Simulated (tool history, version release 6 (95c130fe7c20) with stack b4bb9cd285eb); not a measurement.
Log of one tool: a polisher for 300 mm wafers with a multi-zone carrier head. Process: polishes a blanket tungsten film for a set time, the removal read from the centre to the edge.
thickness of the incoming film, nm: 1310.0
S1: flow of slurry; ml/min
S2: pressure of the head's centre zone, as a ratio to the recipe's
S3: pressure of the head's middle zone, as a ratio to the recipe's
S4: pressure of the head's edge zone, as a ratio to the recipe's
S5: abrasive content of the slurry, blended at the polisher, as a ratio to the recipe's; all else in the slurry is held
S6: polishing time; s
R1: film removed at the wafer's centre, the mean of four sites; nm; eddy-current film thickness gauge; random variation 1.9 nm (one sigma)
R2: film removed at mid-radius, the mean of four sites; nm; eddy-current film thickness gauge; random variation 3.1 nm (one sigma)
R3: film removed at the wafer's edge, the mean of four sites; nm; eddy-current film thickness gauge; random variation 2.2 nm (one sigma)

| run | hour | S1 | S2 | S3 | S4 | S5 | S6 | R1 | R2 | R3 |
|---|---|---|---|---|---|---|---|---|---|---|
| 1 | 0.0 | 205 | 1.00 | 1.00 | 1.00 | 1.0 | 41 | 233.94 | 232.82 | 224.70 |
| 2 | 9.0 | 205 | 1.00 | 1.00 | 1.04 | 1.0 | 41 | 232.46 | 232.81 | 231.36 |
| 3 | 16.0 | 205 | 0.97 | 1.00 | 1.04 | 1.0 | 41 | 226.39 | 238.07 | 230.08 |
| 4 | 20.2 | 225 | 0.97 | 1.00 | 1.04 | 1.0 | 41 | 228.09 | 237.63 | 229.81 |
| 5 | 22.9 | 225 | 0.97 | 1.00 | 1.08 | 1.0 | 41 | 229.06 | 237.25 | 233.92 |
| 6 | 23.6 | 225 | 0.97 | 1.00 | 1.08 | 1.0 | 46 | 255.40 | 266.77 | 264.29 |

The next listed run, before its measurement:
| 7 | 28.0 | 215 | 0.96 | 1.02 | 1.10 | 1.1 | 46 | ? | ? | ? |

R1: 259.79 nm
R2: 271.63 nm
R3: 264.83 nm
